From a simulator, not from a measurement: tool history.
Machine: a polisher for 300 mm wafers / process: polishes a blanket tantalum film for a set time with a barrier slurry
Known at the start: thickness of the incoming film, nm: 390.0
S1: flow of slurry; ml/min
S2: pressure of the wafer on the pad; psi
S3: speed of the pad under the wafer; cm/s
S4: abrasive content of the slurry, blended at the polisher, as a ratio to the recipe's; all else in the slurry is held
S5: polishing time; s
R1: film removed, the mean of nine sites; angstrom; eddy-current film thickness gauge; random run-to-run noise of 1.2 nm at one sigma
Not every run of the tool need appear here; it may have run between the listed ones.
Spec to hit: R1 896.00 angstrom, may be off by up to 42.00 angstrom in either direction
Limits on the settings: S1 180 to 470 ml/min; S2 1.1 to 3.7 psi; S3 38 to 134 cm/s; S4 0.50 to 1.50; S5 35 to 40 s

{"run": 1, "day": 0.0, "S1": 300, "S2": 2.4, "S3": 86, "S4": 1.0, "S5": 40, "R1": 613.89}
{"run": 2, "day": 0.188, "S1": 340, "S2": 2.4, "S3": 86, "S4": 1.0, "S5": 40, "R1": 620.65}
{"run": 3, "day": 0.458, "S1": 340, "S2": 2.6, "S3": 86, "S4": 1.0, "S5": 40, "R1": 671.3}
{"run": 4, "day": 0.567, "S1": 340, "S2": 2.6, "S3": 78, "S4": 1.0, "S5": 40, "R1": 633.87}
{"run": 5, "day": 0.904, "S1": 380, "S2": 2.6, "S3": 78, "S4": 1.0, "S5": 40, "R1": 611.87}
{"run": 6, "day": 1.133, "S1": 335, "S2": 2.6, "S3": 78, "S4": 1.0, "S5": 40, "R1": 629.15}
{"run": 7, "day": 1.471, "S1": 335, "S2": 2.7, "S3": 78, "S4": 1.0, "S5": 40, "R1": 635.03}
{"run": 8, "day": 1.633, "S1": 335, "S2": 2.9, "S3": 78, "S4": 1.0, "S5": 40, "R1": 686.27}
{"run": 9, "day": 1.829, "S1": 335, "S2": 3.5, "S3": 80, "S4": 1.0, "S5": 40, "R1": 833.34}

Exercise: of the 5 proposed moves below, exactly one satisfies all targets within the stated allowed misses. Which move is it?
{"run": "A", "day": 2.025, "S1": 340, "S2": 3.2, "S3": 90, "S4": 0.95, "S5": 35, "R1": "?"}
{"run": "B", "day": 2.025, "S1": 420, "S2": 3.0, "S3": 82, "S4": 0.9, "S5": 40, "R1": "?"}
{"run": "C", "day": 2.025, "S1": 325, "S2": 3.5, "S3": 84, "S4": 0.9, "S5": 36, "R1": "?"}
{"run": "D", "day": 2.025, "S1": 375, "S2": 2.9, "S3": 94, "S4": 0.75, "S5": 40, "R1": "?"}
{"run": "E", "day": 2.025, "S1": 350, "S2": 3.5, "S3": 96, "S4": 0.95, "S5": 37, "R1": "?"}

move=A R1=738.62
move=B R1=731.88
move=C R1=765.50
move=D R1=745.87
move=E R1=904.37
A: misses by more than the last run did
B: misses by more than the last run did
C: misses by more than the last run did
D: misses by more than the last run did
E: hits every target within its allowed miss
Move E is the one to make.

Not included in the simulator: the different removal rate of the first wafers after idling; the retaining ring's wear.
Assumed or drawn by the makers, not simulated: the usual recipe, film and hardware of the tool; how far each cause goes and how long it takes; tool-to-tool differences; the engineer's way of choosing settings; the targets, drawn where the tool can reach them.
